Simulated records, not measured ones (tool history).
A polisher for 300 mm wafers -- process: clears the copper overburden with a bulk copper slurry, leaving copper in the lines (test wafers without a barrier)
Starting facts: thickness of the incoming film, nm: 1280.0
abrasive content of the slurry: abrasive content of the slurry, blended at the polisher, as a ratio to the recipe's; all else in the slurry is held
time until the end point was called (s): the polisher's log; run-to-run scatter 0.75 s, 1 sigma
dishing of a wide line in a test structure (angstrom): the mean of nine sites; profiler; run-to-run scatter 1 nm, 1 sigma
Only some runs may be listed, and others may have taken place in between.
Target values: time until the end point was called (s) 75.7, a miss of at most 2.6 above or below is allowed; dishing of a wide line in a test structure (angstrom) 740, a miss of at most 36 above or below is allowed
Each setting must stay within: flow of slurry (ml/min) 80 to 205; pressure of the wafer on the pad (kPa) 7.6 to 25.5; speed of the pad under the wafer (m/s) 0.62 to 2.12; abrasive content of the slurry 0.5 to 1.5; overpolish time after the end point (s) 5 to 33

run,hour,flow of slurry (ml/min),pressure of the wafer on the pad (kPa),speed of the pad under the wafer (m/s),abrasive content of the slurry,overpolish time after the end point (s),time until the end point was called (s),dishing of a wide line in a test structure (angstrom)
1,0,135,16.5,1.36,1,17,112.33,746.44
2,7.5,140,17.2,1.36,1,16,110.61,758.68
3,11.1,140,17.2,1.36,0.9,16,111.86,743.52
4,13.1,140,17.9,1.36,0.9,14,107.98,725.45
5,14.3,140,17.9,1.14,0.9,14,124,683.76
6,19.7,140,17.9,1.32,0.9,14,111.98,702.63
7,25.8,140,19.3,1.32,0.9,13,104.63,706.24
8,29.4,140,20,1.32,0.9,13,99.872,739.13
9,33.7,140,20.7,1.32,0.9,12,96.993,735.22
10,34.4,140,21.4,1.32,0.9,11,93.325,709.06
11,42,140,22.1,1.32,0.9,11,91.209,717.59
12,47.4,140,22.8,1.32,0.9,11,89.669,729.2
13,51,145,23.4,1.32,0.9,11,82.848,733.5
14,51.8,150,23.4,1.32,0.9,11,83.369,772.25
15,58.1,150,23.4,1.32,0.9,10,83.815,700.86
# hour 66.5: head pressure recalibrated
16,66.5,155,24.1,1.32,0.9,11,87.941,720.9
17,68.6,150,24.1,1.32,0.9,11,88.848,731.22
18,69.9,145,24.1,1.32,0.9,11,87.862,697.66
19,70.9,170,25.5,1.4,0.9,8,79.38,654.21

Pick the move, out of 5, that brings all results within their allowed miss; only one does.
A,71.9,155,25.5,1.46,0.9,13,?,?
B,71.9,145,25.5,1.48,0.95,15,?,?
C,71.9,175,25.5,1.5,1.05,9,?,?
D,71.9,170,24.8,1.76,0.75,11,?,?
E,71.9,185,25.5,1.46,0.85,10,?,?

move,time until the end point was called (s),dishing of a wide line in a test structure (angstrom)
A,77.061,817.86
B,76.323,857.09
C,71.574,727.51
D,68.81,800.56
E,75.694,743.78
A: carries the result that was furthest off beyond its target, to the other side
B: carries the result that was furthest off beyond its target, to the other side
C: the furthest-off result lands on target, but another misses its tolerance
D: carries the result that was furthest off beyond its target, to the other side
E: in spec on every target
So the answer is move E, the one that meets all the targets.

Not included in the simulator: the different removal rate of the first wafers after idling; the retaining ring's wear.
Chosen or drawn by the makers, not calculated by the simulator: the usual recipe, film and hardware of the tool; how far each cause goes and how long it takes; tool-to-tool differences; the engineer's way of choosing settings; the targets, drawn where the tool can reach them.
